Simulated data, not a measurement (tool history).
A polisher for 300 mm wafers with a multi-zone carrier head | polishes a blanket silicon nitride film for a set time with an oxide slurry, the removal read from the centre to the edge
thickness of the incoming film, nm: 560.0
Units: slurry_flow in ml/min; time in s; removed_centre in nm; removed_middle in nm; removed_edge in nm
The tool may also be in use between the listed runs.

run,hour,slurry_flow,centre_zone,middle_zone,edge_zone,slurry_solids,time,removed_centre,removed_middle,removed_edge
1,0.0,195,1.00,1.00,1.00,1.00,31,19.355,20.349,19.915
2,8.0,195,1.01,0.99,0.97,0.90,31,18.454,18.743,18.357
3,8.8,190,1.01,0.98,0.94,0.85,31,18.035,17.968,17.716
4,15.5,190,1.01,0.98,0.92,0.80,31,17.367,17.591,17.015
5,19.3,210,1.01,0.98,0.92,0.80,31,17.400,17.574,17.170
6,27.9,210,1.01,0.98,1.00,0.80,31,17.525,17.811,17.810

Forecast run 7:
7,30.2,210,1.02,0.98,0.97,0.75,31,?,?,?

Run 7 gave removed_centre 16.520 nm, removed_middle 16.838 nm, removed_edge 16.819 nm.

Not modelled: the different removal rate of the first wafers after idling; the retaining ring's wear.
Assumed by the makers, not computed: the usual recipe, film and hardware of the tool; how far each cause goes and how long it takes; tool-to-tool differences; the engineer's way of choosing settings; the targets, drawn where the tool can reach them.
